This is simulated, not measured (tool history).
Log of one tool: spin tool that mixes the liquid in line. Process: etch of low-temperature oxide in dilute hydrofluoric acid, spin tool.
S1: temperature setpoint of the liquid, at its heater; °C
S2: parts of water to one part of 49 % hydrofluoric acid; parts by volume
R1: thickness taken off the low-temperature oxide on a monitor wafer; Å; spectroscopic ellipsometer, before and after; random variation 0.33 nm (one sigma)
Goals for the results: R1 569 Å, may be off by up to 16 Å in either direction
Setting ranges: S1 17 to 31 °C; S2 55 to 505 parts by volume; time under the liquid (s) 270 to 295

Run 1, hour 0: S1 23 °C, S2 280 parts by volume, time under the liquid (s) 270. Result: R1 148.02 Å.
Run 2, hour 6.9: S1 24.5 °C, S2 240 parts by volume, time under the liquid (s) 270. Result: R1 189.24 Å.
Run 3, hour 11.8: S1 24.5 °C, S2 305 parts by volume, time under the liquid (s) 270. Result: R1 139.62 Å.
Run 4, hour 19.5: S1 24.5 °C, S2 365 parts by volume, time under the liquid (s) 270. Result: R1 109 Å.
Run 5, hour 22.4: S1 25.5 °C, S2 305 parts by volume, time under the liquid (s) 275. Result: R1 145.99 Å.
Run 6, hour 27.3: S1 24 °C, S2 305 parts by volume, time under the liquid (s) 275. Result: R1 137.9 Å.
Run 7, hour 33.4: S1 25 °C, S2 260 parts by volume, time under the liquid (s) 275. Result: R1 176.04 Å.
Run 8, hour 37.6: S1 26 °C, S2 220 parts by volume, time under the liquid (s) 280. Result: R1 229.18 Å.
Run 9, hour 45.2: S1 27 °C, S2 190 parts by volume, time under the liquid (s) 280. Result: R1 284.9 Å.
Run 10, hour 51.3: S1 27.5 °C, S2 170 parts by volume, time under the liquid (s) 280. Result: R1 335.6 Å.
Run 11, hour 56: S1 28 °C, S2 155 parts by volume, time under the liquid (s) 280. Result: R1 376.21 Å.
Run 12, hour 64.2: S1 28.5 °C, S2 145 parts by volume, time under the liquid (s) 280. Result: R1 417.38 Å.
Run 13, hour 72.4: S1 29 °C, S2 140 parts by volume, time under the liquid (s) 280. Result: R1 445.3 Å.
Run 14, hour 78.2: S1 29.5 °C, S2 135 parts by volume, time under the liquid (s) 280. Result: R1 472.14 Å.
Run 15, hour 80: S1 30 °C, S2 130 parts by volume, time under the liquid (s) 280. Result: R1 497.36 Å.
Run 16, hour 84.5: S1 30 °C, S2 130 parts by volume, time under the liquid (s) 280. Result: R1 500.47 Å.
Run 17, hour 86.8: S1 30.5 °C, S2 125 parts by volume, time under the liquid (s) 280. Result: R1 533.87 Å.

Consider the 4 candidate settings below. Which is the only one whose results all fall within their allowed miss of target?
Run A, hour 89.1: S1 28.5 °C, S2 105 parts by volume, time under the liquid (s) 280. Result: R1 ?.
Run B, hour 89.1: S1 31 °C, S2 125 parts by volume, time under the liquid (s) 290. Result: R1 ?.
Run C, hour 89.1: S1 30.5 °C, S2 110 parts by volume, time under the liquid (s) 275. Result: R1 ?.
Run D, hour 89.1: S1 27 °C, S2 100 parts by volume, time under the liquid (s) 275. Result: R1 ?.

move      R1
   A  610.06
   B  565.39
   C  611.42
   D  598.62
A: pushes the last run's worst result past its target
B: every result lands within tolerance
C: pushes the last run's worst result past its target
D: pushes the last run's worst result past its target
Go with B: it meets all targets.

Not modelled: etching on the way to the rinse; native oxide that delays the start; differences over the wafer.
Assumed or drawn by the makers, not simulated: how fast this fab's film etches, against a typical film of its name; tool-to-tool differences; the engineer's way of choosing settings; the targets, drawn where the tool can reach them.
